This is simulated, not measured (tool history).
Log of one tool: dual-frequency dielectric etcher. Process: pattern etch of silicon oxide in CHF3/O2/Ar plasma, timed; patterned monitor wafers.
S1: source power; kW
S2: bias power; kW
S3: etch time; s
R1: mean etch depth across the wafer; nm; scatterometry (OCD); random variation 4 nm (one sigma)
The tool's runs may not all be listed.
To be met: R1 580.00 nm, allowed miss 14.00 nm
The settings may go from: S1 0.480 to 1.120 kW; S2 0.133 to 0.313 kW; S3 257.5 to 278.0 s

run 1 hour=0.0 | S1=0.800 S2=0.223 S3=278.0 | R1=687.09
run 2 hour=1.9 | S1=0.800 S2=0.263 S3=278.0 | R1=725.14
run 3 hour=2.9 | S1=0.800 S2=0.281 S3=278.0 | R1=742.50
run 4 hour=9.5 | S1=0.800 S2=0.308 S3=278.0 | R1=770.81
run 5 hour=17.9 | S1=0.720 S2=0.282 S3=271.5 | R1=694.01
run 6 hour=22.5 | S1=0.660 S2=0.273 S3=269.5 | R1=667.83
run 7 hour=24.4 | S1=0.620 S2=0.262 S3=267.0 | R1=635.40
run 8 hour=27.4 | S1=0.580 S2=0.257 S3=266.0 | R1=618.28
run 9 hour=28.2 | S1=0.560 S2=0.253 S3=265.0 | R1=595.61
run 10 hour=32.4 | S1=0.550 S2=0.252 S3=265.0 | R1=594.94

Which of these 5 next moves meets every target?
run A hour=36.6 | S1=0.560 S2=0.272 S3=268.5 | R1=?
run B hour=36.6 | S1=0.610 S2=0.251 S3=267.0 | R1=?
run C hour=36.6 | S1=0.590 S2=0.229 S3=278.0 | R1=?
run D hour=36.6 | S1=0.510 S2=0.279 S3=272.0 | R1=?
run E hour=36.6 | S1=0.490 S2=0.281 S3=257.5 | R1=?

move=A R1=618.01
move=B R1=614.93
move=C R1=612.77
move=D R1=612.11
move=E R1=573.21
A: further off than the last run
B: further off than the last run
C: further off than the last run
D: further off than the last run
E: meets every target
Answer: E
